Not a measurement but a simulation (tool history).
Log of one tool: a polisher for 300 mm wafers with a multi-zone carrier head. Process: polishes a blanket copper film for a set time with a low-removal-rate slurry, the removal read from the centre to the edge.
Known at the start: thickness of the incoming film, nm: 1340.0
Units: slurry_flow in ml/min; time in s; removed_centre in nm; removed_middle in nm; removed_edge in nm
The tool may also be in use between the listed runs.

run 1 day=0 | slurry_flow=165 centre_zone=1 middle_zone=1 edge_zone=1 slurry_solids=1 time=75 | removed_centre=141.95 removed_middle=136.42 removed_edge=139.22
run 2 day=0.196 | slurry_flow=170 centre_zone=1.01 middle_zone=1.01 edge_zone=1.03 slurry_solids=1.1 time=79 | removed_centre=156.24 removed_middle=152.47 removed_edge=151.93
run 3 day=0.308 | slurry_flow=170 centre_zone=1.01 middle_zone=1.08 edge_zone=1.03 slurry_solids=1.1 time=79 | removed_centre=155.01 removed_middle=163.08 removed_edge=150.73
run 4 day=0.392 | slurry_flow=175 centre_zone=1.02 middle_zone=1.06 edge_zone=1.06 slurry_solids=1.2 time=83 | removed_centre=165.49 removed_middle=170.61 removed_edge=168.18
run 5 day=0.462 | slurry_flow=175 centre_zone=1.02 middle_zone=1.06 edge_zone=1.03 slurry_solids=1.2 time=83 | removed_centre=169.8 removed_middle=172.61 removed_edge=166.88
run 6 day=0.771 | slurry_flow=175 centre_zone=1.02 middle_zone=1.06 edge_zone=0.99 slurry_solids=1.2 time=83 | removed_centre=167.15 removed_middle=170.28 removed_edge=163.31
run 7 day=1.046 | slurry_flow=180 centre_zone=1.04 middle_zone=1.06 edge_zone=1.01 slurry_solids=1.25 time=85 | removed_centre=181.8 removed_middle=178.33 removed_edge=171.39
run 8 day=1.379 | slurry_flow=185 centre_zone=1.05 middle_zone=1.06 edge_zone=1.03 slurry_solids=1.3 time=86 | removed_centre=191.12 removed_middle=188.63 removed_edge=176.32
run 9 day=1.675 | slurry_flow=190 centre_zone=1.05 middle_zone=1.04 edge_zone=1.05 slurry_solids=1.35 time=88 | removed_centre=190.61 removed_middle=189.65 removed_edge=183.74

Forecast run 10:
run 10 day=1.983 | slurry_flow=190 centre_zone=1.05 middle_zone=1.04 edge_zone=1.05 slurry_solids=1.35 time=88 | removed_centre=? removed_middle=? removed_edge=?

{"run 10": {"removed_centre": 193.33, "removed_middle": 182.67, "removed_edge": 181.89}}

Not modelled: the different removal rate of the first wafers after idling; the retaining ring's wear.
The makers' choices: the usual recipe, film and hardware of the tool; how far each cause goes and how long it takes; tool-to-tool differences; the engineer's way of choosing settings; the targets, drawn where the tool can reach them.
